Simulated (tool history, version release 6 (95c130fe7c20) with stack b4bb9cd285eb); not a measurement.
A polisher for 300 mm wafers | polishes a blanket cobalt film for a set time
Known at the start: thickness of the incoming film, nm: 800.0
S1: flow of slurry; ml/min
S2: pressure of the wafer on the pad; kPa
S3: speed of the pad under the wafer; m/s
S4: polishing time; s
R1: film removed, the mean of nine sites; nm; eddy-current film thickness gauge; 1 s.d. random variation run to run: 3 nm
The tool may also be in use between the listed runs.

run 1 day=0.000 | S1=145 S2=16.5 S3=0.90 S4=32 | R1=188.54
run 2 day=0.071 | S1=150 S2=18.6 S3=0.90 S4=32 | R1=202.69
run 3 day=0.442 | S1=135 S2=18.6 S3=0.90 S4=32 | R1=206.04
run 4 day=0.721 | S1=135 S2=18.6 S3=0.90 S4=28 | R1=179.49
run 5 day=0.992 | S1=140 S2=20.7 S3=0.94 S4=28 | R1=202.93
run 6 day=1.229 | S1=140 S2=22.1 S3=1.00 S4=28 | R1=226.11

Run 7 has not been measured yet. What should we expect?
run 7 day=1.454 | S1=140 S2=23.4 S3=1.04 S4=28 | R1=?

R1: 245.67 nm

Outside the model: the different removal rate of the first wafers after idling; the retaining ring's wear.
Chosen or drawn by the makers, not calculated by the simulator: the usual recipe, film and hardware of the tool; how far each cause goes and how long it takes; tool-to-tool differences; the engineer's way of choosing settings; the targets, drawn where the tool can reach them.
